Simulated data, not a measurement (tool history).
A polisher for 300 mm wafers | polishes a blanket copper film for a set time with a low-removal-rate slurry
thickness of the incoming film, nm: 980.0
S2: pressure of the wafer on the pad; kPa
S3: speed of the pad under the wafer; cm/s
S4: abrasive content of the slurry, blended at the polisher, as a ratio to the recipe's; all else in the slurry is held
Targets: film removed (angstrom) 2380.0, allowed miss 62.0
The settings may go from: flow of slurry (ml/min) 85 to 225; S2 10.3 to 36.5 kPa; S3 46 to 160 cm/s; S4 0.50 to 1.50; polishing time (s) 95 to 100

run 1 hour=0.0 | flow_of_slurry_(ml/min)=145 S2=23.4 S3=102 S4=1.00 polishing_time_(s)=95 | film_removed_(angstrom)=3152.5
run 2 hour=7.3 | flow_of_slurry_(ml/min)=180 S2=23.4 S3=102 S4=1.00 polishing_time_(s)=95 | film_removed_(angstrom)=3265.3
run 3 hour=11.2 | flow_of_slurry_(ml/min)=200 S2=23.4 S3=102 S4=1.00 polishing_time_(s)=95 | film_removed_(angstrom)=3355.1
run 4 hour=14.2 | flow_of_slurry_(ml/min)=185 S2=21.4 S3=102 S4=1.00 polishing_time_(s)=95 | film_removed_(angstrom)=3008.3
run 5 hour=17.1 | flow_of_slurry_(ml/min)=160 S2=21.4 S3=102 S4=1.00 polishing_time_(s)=95 | film_removed_(angstrom)=2972.1
run 6 hour=18.6 | flow_of_slurry_(ml/min)=160 S2=24.8 S3=102 S4=1.00 polishing_time_(s)=95 | film_removed_(angstrom)=3418.0
run 7 hour=26.6 | flow_of_slurry_(ml/min)=155 S2=22.8 S3=102 S4=1.00 polishing_time_(s)=95 | film_removed_(angstrom)=3089.7
run 8 hour=28.6 | flow_of_slurry_(ml/min)=115 S2=17.2 S3=102 S4=1.00 polishing_time_(s)=95 | film_removed_(angstrom)=2225.0

4 next moves are on the table. One of them brings every result within its allowed miss. Which?
run A hour=30.6 | flow_of_slurry_(ml/min)=105 S2=17.9 S3=98 S4=1.00 polishing_time_(s)=95 | film_removed_(angstrom)=?
run B hour=30.6 | flow_of_slurry_(ml/min)=100 S2=15.2 S3=100 S4=1.15 polishing_time_(s)=97 | film_removed_(angstrom)=?
run C hour=30.6 | flow_of_slurry_(ml/min)=135 S2=17.2 S3=100 S4=0.95 polishing_time_(s)=100 | film_removed_(angstrom)=?
run D hour=30.6 | flow_of_slurry_(ml/min)=160 S2=15.9 S3=100 S4=1.20 polishing_time_(s)=95 | film_removed_(angstrom)=?

move=A film_removed_(angstrom)=2187.5
move=B film_removed_(angstrom)=1976.7
move=C film_removed_(angstrom)=2377.9
move=D film_removed_(angstrom)=2276.4
A: further off than the last run
B: further off than the last run
C: meets every target
D: nearer than the last run, and not there yet
The right move is C.
